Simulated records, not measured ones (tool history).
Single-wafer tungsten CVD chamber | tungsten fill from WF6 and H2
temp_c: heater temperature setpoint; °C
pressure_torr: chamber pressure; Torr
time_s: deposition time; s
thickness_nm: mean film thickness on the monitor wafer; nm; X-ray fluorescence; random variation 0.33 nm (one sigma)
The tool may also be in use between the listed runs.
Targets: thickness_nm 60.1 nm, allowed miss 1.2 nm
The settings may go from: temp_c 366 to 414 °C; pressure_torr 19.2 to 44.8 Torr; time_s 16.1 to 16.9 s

| run | day | temp_c | pressure_torr | time_s | thickness_nm |
|---|---|---|---|---|---|
| 1 | 0 | 390 | 32 | 16.9 | 43.451 |
| 2 | 0.312 | 392 | 32.1 | 16.9 | 45.174 |
| 3 | 0.388 | 392 | 32.1 | 16.9 | 44.882 |
| 4 | 0.621 | 394 | 32.2 | 16.9 | 46.485 |
| 5 | 0.704 | 396 | 32.3 | 16.9 | 48.566 |
| 6 | 0.9 | 402 | 32.3 | 16.9 | 53.169 |
| 7 | 0.958 | 403 | 32.3 | 16.9 | 54.103 |
| 8 | 1.021 | 404 | 32.3 | 16.9 | 55.185 |
| 9 | 1.204 | 405 | 32.3 | 16.9 | 56.148 |

Which of these 5 next moves meets every target?
| A | 1.388 | 409 | 31.1 | 16.8 | ? |
| B | 1.388 | 408 | 34.7 | 16.5 | ? |
| C | 1.388 | 403 | 34.6 | 16.1 | ? |
| D | 1.388 | 404 | 31 | 16.2 | ? |
| E | 1.388 | 400 | 34.9 | 16.9 | ? |

| move | thickness_nm |
|---|---|
| A | 57.919 |
| B | 59.752 |
| C | 53.845 |
| D | 51.575 |
| E | 54.158 |
A: nearer than the last run, and not there yet
B: meets every target
C: further off than the last run
D: further off than the last run
E: further off than the last run
Answer: B
